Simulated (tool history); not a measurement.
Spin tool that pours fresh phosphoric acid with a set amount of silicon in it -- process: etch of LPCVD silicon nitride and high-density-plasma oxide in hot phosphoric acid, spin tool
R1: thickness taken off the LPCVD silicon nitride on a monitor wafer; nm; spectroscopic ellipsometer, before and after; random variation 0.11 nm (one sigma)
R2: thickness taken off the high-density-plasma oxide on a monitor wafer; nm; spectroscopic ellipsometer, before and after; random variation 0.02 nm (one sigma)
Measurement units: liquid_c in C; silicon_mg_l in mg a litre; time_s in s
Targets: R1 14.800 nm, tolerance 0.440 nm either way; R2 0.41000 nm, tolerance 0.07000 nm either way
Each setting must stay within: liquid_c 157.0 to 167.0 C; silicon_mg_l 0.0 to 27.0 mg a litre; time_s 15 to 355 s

run 1 hour=0.0 | liquid_c=162.0 silicon_mg_l=12.0 time_s=180 | R1=20.376 R2=0.59183
run 2 hour=7.5 | liquid_c=162.0 silicon_mg_l=12.0 time_s=100 | R1=11.350 R2=0.34188
run 3 hour=14.3 | liquid_c=162.0 silicon_mg_l=12.0 time_s=140 | R1=16.016 R2=0.50410
run 4 hour=15.9 | liquid_c=161.0 silicon_mg_l=13.5 time_s=140 | R1=15.270 R2=0.46189
run 5 hour=19.1 | liquid_c=161.0 silicon_mg_l=13.5 time_s=215 | R1=23.603 R2=0.62997
run 6 hour=22.8 | liquid_c=161.0 silicon_mg_l=18.5 time_s=215 | R1=23.549 R2=0.59605
run 7 hour=28.3 | liquid_c=161.0 silicon_mg_l=18.0 time_s=210 | R1=23.165 R2=0.59465
run 8 hour=35.8 | liquid_c=160.5 silicon_mg_l=17.5 time_s=205 | R1=22.025 R2=0.55184
run 9 hour=43.2 | liquid_c=160.5 silicon_mg_l=17.0 time_s=200 | R1=21.469 R2=0.50480
run 10 hour=47.0 | liquid_c=160.5 silicon_mg_l=17.0 time_s=200 | R1=21.671 R2=0.56821
run 11 hour=52.2 | liquid_c=160.5 silicon_mg_l=17.0 time_s=195 | R1=20.904 R2=0.55895
run 12 hour=61.1 | liquid_c=160.5 silicon_mg_l=17.0 time_s=190 | R1=20.198 R2=0.55021
run 13 hour=67.0 | liquid_c=160.5 silicon_mg_l=17.5 time_s=185 | R1=19.885 R2=0.47248
run 14 hour=69.1 | liquid_c=160.5 silicon_mg_l=17.0 time_s=180 | R1=19.336 R2=0.50746
run 15 hour=77.8 | liquid_c=160.5 silicon_mg_l=17.0 time_s=175 | R1=19.002 R2=0.42649
run 16 hour=80.6 | liquid_c=160.5 silicon_mg_l=16.5 time_s=170 | R1=18.479 R2=0.46569
-- hour=88.8 thermometer replaced
run 17 hour=88.8 | liquid_c=160.5 silicon_mg_l=16.5 time_s=165 | R1=18.249 R2=0.53252
run 18 hour=93.1 | liquid_c=160.5 silicon_mg_l=17.0 time_s=160 | R1=17.854 R2=0.46979
run 19 hour=94.2 | liquid_c=160.5 silicon_mg_l=17.0 time_s=155 | R1=17.383 R2=0.42220
run 20 hour=96.8 | liquid_c=160.5 silicon_mg_l=16.5 time_s=150 | R1=16.722 R2=0.39937
run 21 hour=102.9 | liquid_c=160.5 silicon_mg_l=16.0 time_s=150 | R1=16.665 R2=0.45640

Consider the 5 candidate settings below. Which is the only one whose results all fall within their allowed miss of target?
run A hour=109.0 | liquid_c=160.0 silicon_mg_l=14.0 time_s=150 | R1=? R2=?
run B hour=109.0 | liquid_c=157.5 silicon_mg_l=11.0 time_s=140 | R1=? R2=?
run C hour=109.0 | liquid_c=158.0 silicon_mg_l=11.0 time_s=145 | R1=? R2=?
run D hour=109.0 | liquid_c=161.0 silicon_mg_l=0.5 time_s=125 | R1=? R2=?
run E hour=109.0 | liquid_c=160.5 silicon_mg_l=20.5 time_s=140 | R1=? R2=?

move=A R1=16.201 R2=0.46992
move=B R1=13.896 R2=0.39067
move=C R1=14.639 R2=0.42006
move=D R1=13.961 R2=0.56048
move=E R1=15.377 R2=0.38297
A: an improvement on the last run, though not all results are within tolerance
B: the result that was furthest off in the last run now lies on the other side of its target
C: every result within its allowed miss
D: the result that was furthest off in the last run now lies on the other side of its target
E: an improvement on the last run, though not all results are within tolerance
Go with C: it meets all targets.
